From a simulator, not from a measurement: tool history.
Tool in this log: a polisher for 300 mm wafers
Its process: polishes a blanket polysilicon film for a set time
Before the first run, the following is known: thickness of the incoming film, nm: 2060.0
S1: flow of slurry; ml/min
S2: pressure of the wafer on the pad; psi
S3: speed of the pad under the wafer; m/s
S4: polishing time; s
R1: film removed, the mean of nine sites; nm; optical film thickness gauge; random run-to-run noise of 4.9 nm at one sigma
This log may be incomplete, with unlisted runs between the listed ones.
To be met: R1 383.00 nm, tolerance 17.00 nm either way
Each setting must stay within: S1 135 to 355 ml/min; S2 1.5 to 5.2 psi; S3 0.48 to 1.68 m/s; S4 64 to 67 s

run  hour   S1   S2    S3  S4      R1
  1   0.0  225  3.3  1.08  64  560.33
  2   6.6  225  3.3  1.08  67  579.97
  3  10.8  225  3.3  0.86  67  493.01
  4  12.5  185  3.3  0.86  67  475.62
  5  20.3  185  3.3  0.86  64  443.12
  6  23.7  185  3.3  1.10  64  553.83
  7  26.2  185  3.0  1.10  64  515.75
  8  27.8  185  2.7  1.10  64  464.45
  9  28.8  185  2.7  1.10  64  467.67
 10  30.7  185  2.5  1.10  64  421.77
 11  35.4  185  2.4  1.10  64  409.94

5 candidate next runs follow, results not yet known. Just one meets every target within its allowed miss. Identify it.
  A  40.1  195  2.6  1.04  67   ?
  B  40.1  200  2.0  1.20  65   ?
  C  40.1  135  2.2  1.30  67   ?
  D  40.1  180  2.7  1.02  64   ?
  E  40.1  160  3.2  0.90  65   ?

move      R1
   A  442.36
   B  384.75
   C  430.08
   D  424.74
   E  444.51
A: further off than the last run
B: all results in spec
C: further off than the last run
D: further off than the last run
E: further off than the last run
B is the move that brings every result within its allowed miss.
